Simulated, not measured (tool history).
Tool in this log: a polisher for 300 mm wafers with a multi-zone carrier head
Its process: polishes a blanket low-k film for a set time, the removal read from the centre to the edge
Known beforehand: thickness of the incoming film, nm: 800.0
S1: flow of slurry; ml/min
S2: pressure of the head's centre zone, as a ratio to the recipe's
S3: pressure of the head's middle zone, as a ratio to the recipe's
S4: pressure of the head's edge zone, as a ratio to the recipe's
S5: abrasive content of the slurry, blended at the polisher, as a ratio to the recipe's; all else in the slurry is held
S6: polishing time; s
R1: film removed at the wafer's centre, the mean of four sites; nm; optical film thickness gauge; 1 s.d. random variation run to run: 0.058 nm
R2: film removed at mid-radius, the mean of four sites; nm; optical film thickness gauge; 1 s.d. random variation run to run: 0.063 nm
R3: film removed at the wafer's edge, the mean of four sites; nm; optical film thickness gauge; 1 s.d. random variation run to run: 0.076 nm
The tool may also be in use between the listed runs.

{"run": 1, "hour": 0.0, "S1": 280, "S2": 1.0, "S3": 1.0, "S4": 1.0, "S5": 1.0, "S6": 30, "R1": 9.6638, "R2": 10.15, "R3": 10.039}
{"run": 2, "hour": 1.0, "S1": 280, "S2": 0.99, "S3": 0.99, "S4": 0.97, "S5": 0.9, "S6": 29, "R1": 8.8577, "R2": 9.2157, "R3": 8.9418}
{"run": 3, "hour": 10.1, "S1": 275, "S2": 0.96, "S3": 0.97, "S4": 0.94, "S5": 0.8, "S6": 29, "R1": 8.2287, "R2": 8.3591, "R3": 8.3698}
{"run": 4, "hour": 10.8, "S1": 275, "S2": 0.96, "S3": 1.04, "S4": 0.94, "S5": 0.8, "S6": 29, "R1": 8.2006, "R2": 8.836, "R3": 8.4623}
{"run": 5, "hour": 12.9, "S1": 275, "S2": 0.96, "S3": 1.04, "S4": 1.01, "S5": 0.8, "S6": 29, "R1": 8.086, "R2": 9.0181, "R3": 8.8947}
{"run": 6, "hour": 19.6, "S1": 275, "S2": 0.96, "S3": 1.09, "S4": 1.01, "S5": 0.8, "S6": 29, "R1": 8.0247, "R2": 9.2652, "R3": 8.7401}
{"run": 7, "hour": 25.4, "S1": 275, "S2": 0.95, "S3": 1.08, "S4": 0.97, "S5": 0.75, "S6": 29, "R1": 7.7833, "R2": 8.8327, "R3": 7.9653}

Run 8, settings as shown, results not yet in. Your forecast:
{"run": 8, "hour": 27.4, "S1": 270, "S2": 0.93, "S3": 1.05, "S4": 0.94, "S5": 0.7, "S6": 29, "R1": "?", "R2": "?", "R3": "?"}

Run 8 measured R1 7.1487 nm, R2 8.2529 nm, R3 7.6685 nm.
